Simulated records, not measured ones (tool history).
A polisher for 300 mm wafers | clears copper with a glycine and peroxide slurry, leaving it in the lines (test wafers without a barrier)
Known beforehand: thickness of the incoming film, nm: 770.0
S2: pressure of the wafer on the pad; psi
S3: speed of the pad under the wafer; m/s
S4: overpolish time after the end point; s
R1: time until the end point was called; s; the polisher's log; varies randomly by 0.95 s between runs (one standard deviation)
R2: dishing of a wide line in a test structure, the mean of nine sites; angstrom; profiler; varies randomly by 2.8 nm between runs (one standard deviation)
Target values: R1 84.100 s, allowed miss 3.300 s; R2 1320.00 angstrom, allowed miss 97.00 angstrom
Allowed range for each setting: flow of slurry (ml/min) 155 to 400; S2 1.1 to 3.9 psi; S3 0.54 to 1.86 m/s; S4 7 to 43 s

run 1 day=0.000 | flow_of_slurry_(ml/min)=255 S2=2.5 S3=1.18 S4=22 | R1=145.520 R2=783.83
run 2 day=0.367 | flow_of_slurry_(ml/min)=255 S2=2.0 S3=1.18 S4=22 | R1=174.390 R2=673.97
run 3 day=0.550 | flow_of_slurry_(ml/min)=255 S2=2.0 S3=0.88 S4=22 | R1=214.290 R2=576.74
run 4 day=0.862 | flow_of_slurry_(ml/min)=290 S2=2.0 S3=0.88 S4=22 | R1=208.230 R2=554.56
run 5 day=0.929 | flow_of_slurry_(ml/min)=290 S2=2.0 S3=1.10 S4=22 | R1=176.920 R2=625.91
run 6 day=1.271 | flow_of_slurry_(ml/min)=295 S2=2.3 S3=1.12 S4=23 | R1=159.530 R2=754.47
run 7 day=1.617 | flow_of_slurry_(ml/min)=300 S2=2.6 S3=1.14 S4=23 | R1=142.790 R2=843.74
run 8 day=1.762 | flow_of_slurry_(ml/min)=305 S2=3.3 S3=1.34 S4=22 | R1=99.524 R2=984.35
run 9 day=1.800 | flow_of_slurry_(ml/min)=305 S2=3.4 S3=1.34 S4=23 | R1=96.147 R2=1120.70
run 10 day=2.138 | flow_of_slurry_(ml/min)=305 S2=3.5 S3=1.34 S4=23 | R1=94.091 R2=1085.00
run 11 day=2.367 | flow_of_slurry_(ml/min)=305 S2=3.6 S3=1.34 S4=24 | R1=90.989 R2=1109.80
run 12 day=2.504 | flow_of_slurry_(ml/min)=305 S2=3.6 S3=1.34 S4=25 | R1=93.904 R2=1174.50
run 13 day=2.654 | flow_of_slurry_(ml/min)=305 S2=3.7 S3=1.34 S4=25 | R1=91.593 R2=1189.40
run 14 day=2.958 | flow_of_slurry_(ml/min)=310 S2=3.7 S3=1.34 S4=25 | R1=91.711 R2=1205.00
run 15 day=3.300 | flow_of_slurry_(ml/min)=310 S2=3.8 S3=1.36 S4=25 | R1=86.619 R2=1199.50

Below are 4 possible settings for the next run. Only one of them brings all results inside the allowed miss of their targets. Which is it?
run A day=3.642 | flow_of_slurry_(ml/min)=300 S2=3.5 S3=1.40 S4=25 | R1=? R2=?
run B day=3.642 | flow_of_slurry_(ml/min)=285 S2=3.8 S3=1.42 S4=27 | R1=? R2=?
run C day=3.642 | flow_of_slurry_(ml/min)=305 S2=3.8 S3=1.42 S4=16 | R1=? R2=?
run D day=3.642 | flow_of_slurry_(ml/min)=300 S2=3.9 S3=1.46 S4=18 | R1=? R2=?

move=A R1=91.396 R2=1204.60
move=B R1=84.252 R2=1326.30
move=C R1=83.694 R2=966.48
move=D R1=79.852 R2=1080.60
A: lands further from the targets than the last run did
B: in spec on every target
C: lands further from the targets than the last run did
D: lands further from the targets than the last run did
The right move is B.
